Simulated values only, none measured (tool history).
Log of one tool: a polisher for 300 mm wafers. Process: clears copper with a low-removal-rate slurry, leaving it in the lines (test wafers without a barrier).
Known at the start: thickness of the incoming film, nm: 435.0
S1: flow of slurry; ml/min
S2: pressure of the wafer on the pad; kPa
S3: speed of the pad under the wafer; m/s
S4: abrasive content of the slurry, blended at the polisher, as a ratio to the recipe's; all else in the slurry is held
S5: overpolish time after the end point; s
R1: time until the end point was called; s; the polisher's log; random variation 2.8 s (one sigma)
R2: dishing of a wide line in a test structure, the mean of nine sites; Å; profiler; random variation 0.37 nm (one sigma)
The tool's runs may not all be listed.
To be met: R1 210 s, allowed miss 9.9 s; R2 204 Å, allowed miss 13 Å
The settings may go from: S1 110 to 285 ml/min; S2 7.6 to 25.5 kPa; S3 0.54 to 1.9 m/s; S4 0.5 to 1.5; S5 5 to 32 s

| run | hour | S1 | S2 | S3 | S4 | S5 | R1 | R2 |
|---|---|---|---|---|---|---|---|---|
| 1 | 0 | 180 | 16.5 | 1.22 | 1 | 16 | 131.48 | 369.21 |
| 2 | 7.3 | 180 | 16.5 | 1.22 | 0.8 | 16 | 136.34 | 368.84 |
| 3 | 13.7 | 180 | 16.5 | 1.36 | 0.8 | 16 | 123.93 | 402.25 |
| 4 | 15.5 | 180 | 16.5 | 1.36 | 0.8 | 23 | 127.32 | 530.2 |
| 5 | 19.5 | 185 | 14.5 | 1.34 | 0.8 | 20 | 142.55 | 422.3 |
| 6 | 22 | 185 | 14.5 | 1.34 | 0.8 | 25 | 146.49 | 507.59 |
| 7 | 25.2 | 190 | 13.1 | 1.32 | 0.8 | 22 | 158.46 | 410.16 |
| 8 | 29.5 | 195 | 11.7 | 1.3 | 0.8 | 20 | 180.51 | 338.3 |
| 9 | 36.8 | 195 | 11 | 1.3 | 0.8 | 18 | 189.12 | 285.11 |
| 10 | 40.5 | 195 | 10.3 | 1.3 | 0.8 | 17 | 204.12 | 264.47 |
| 11 | 47.8 | 195 | 10.3 | 1.3 | 0.8 | 16 | 201.84 | 248.3 |
| 12 | 54.7 | 195 | 10.3 | 1.3 | 0.8 | 15 | 198.16 | 238.4 |
| 13 | 55.6 | 190 | 9 | 1.3 | 0.8 | 13 | 231.85 | 184.21 |
| 14 | 61.6 | 200 | 9 | 1.3 | 0.8 | 13 | 229.26 | 182.15 |
| 15 | 69.7 | 200 | 9 | 1.3 | 0.8 | 13 | 231.75 | 191.55 |

Which of these 4 next moves meets every target?
| A | 77.8 | 155 | 8.3 | 1.32 | 0.9 | 16 | ? | ? |
| B | 77.8 | 240 | 11.7 | 1.18 | 0.8 | 12 | ? | ? |
| C | 77.8 | 235 | 11 | 1.12 | 0.95 | 13 | ? | ? |
| D | 77.8 | 235 | 9 | 1.42 | 0.5 | 14 | ? | ? |

| move | R1 | R2 |
|---|---|---|
| A | 250.39 | 212.21 |
| B | 194.03 | 209.73 |
| C | 209.14 | 210.12 |
| D | 229.87 | 204.22 |
A: further off than the last run
B: takes the result that was furthest off past its target
C: meets every target
D: nearer than the last run, and not there yet
The right move is C.
